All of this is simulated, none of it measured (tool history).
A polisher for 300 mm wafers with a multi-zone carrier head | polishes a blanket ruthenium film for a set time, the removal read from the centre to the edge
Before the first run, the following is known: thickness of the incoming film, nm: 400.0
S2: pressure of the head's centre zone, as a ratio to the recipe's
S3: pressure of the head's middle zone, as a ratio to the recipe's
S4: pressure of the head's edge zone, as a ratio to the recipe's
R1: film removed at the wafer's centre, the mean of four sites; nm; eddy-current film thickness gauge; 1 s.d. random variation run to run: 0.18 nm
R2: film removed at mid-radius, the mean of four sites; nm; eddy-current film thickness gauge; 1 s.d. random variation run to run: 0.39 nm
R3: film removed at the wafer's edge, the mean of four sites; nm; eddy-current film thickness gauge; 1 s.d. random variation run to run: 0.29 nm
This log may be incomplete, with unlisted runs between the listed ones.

Run 1, day 0: flow of slurry (ml/min) 170, S2 1, S3 1, S4 1, polishing time (s) 32. Result: R1 33.009 nm, R2 33.184 nm, R3 32.635 nm.
Run 2, day 0.054: flow of slurry (ml/min) 130, S2 1, S3 1, S4 1, polishing time (s) 32. Result: R1 31.408 nm, R2 31.453 nm, R3 31.12 nm.
Run 3, day 0.088: flow of slurry (ml/min) 130, S2 1, S3 1, S4 0.94, polishing time (s) 32. Result: R1 31.204 nm, R2 31.124 nm, R3 30.841 nm.
Run 4, day 0.354: flow of slurry (ml/min) 130, S2 1, S3 1.01, S4 0.93, polishing time (s) 32. Result: R1 30.829 nm, R2 31.803 nm, R3 29.605 nm.
Run 5, day 0.512: flow of slurry (ml/min) 125, S2 0.99, S3 1.01, S4 0.92, polishing time (s) 32. Result: R1 30.796 nm, R2 31.071 nm, R3 29.524 nm.
Run 6, day 0.746: flow of slurry (ml/min) 125, S2 0.99, S3 1.01, S4 0.92, polishing time (s) 35. Result: R1 33.812 nm, R2 34.52 nm, R3 32.563 nm.
Run 7, day 1.104: flow of slurry (ml/min) 125, S2 0.98, S3 1.01, S4 0.91, polishing time (s) 35. Result: R1 32.941 nm, R2 33.783 nm, R3 32.924 nm.

Run 8 is up next; what results do you expect?
Run 8, day 1.388: flow of slurry (ml/min) 125, S2 0.98, S3 1.01, S4 0.9, polishing time (s) 34. Result: R1 ?, R2 ?, R3 ?.

R1: 32.32 nm
R2: 32.861 nm
R3: 31.908 nm
